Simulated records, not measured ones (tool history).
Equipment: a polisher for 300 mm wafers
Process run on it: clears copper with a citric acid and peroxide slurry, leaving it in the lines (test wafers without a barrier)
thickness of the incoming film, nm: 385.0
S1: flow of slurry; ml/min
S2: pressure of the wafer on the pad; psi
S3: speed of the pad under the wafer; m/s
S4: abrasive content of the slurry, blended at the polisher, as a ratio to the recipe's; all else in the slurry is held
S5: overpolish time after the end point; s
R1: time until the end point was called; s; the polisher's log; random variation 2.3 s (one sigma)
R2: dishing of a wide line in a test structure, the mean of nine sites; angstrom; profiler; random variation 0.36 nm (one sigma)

{"run": 1, "hour": 0.0, "S1": 240, "S2": 3.1, "S3": 1.08, "S4": 1, "S5": 20, "R1": 148.11, "R2": 365.84}
{"run": 2, "hour": 2.5, "S1": 240, "S2": 3.2, "S3": 1.08, "S4": 1, "S5": 18, "R1": 148.96, "R2": 338.78}
{"run": 3, "hour": 3.0, "S1": 240, "S2": 3.3, "S3": 1.08, "S4": 1, "S5": 16, "R1": 140.16, "R2": 310.32}
{"run": 4, "hour": 8.1, "S1": 240, "S2": 3.3, "S3": 0.98, "S4": 1, "S5": 16, "R1": 156.5, "R2": 285.78}
{"run": 5, "hour": 14.5, "S1": 240, "S2": 3.4, "S3": 0.98, "S4": 1, "S5": 15, "R1": 151.68, "R2": 274.19}
{"run": 6, "hour": 23.4, "S1": 240, "S2": 3.4, "S3": 0.72, "S4": 1, "S5": 15, "R1": 206.56, "R2": 212.71}
{"run": 7, "hour": 28.0, "S1": 240, "S2": 3.7, "S3": 0.72, "S4": 1, "S5": 15, "R1": 195.49, "R2": 222.52}

Estimate the outcome of run 8 from the log above:
{"run": 8, "hour": 36.5, "S1": 245, "S2": 4.6, "S3": 0.84, "S4": 1, "S5": 13, "R1": "?", "R2": "?"}

{"run 8": {"R1": 145, "R2": 259.76}}
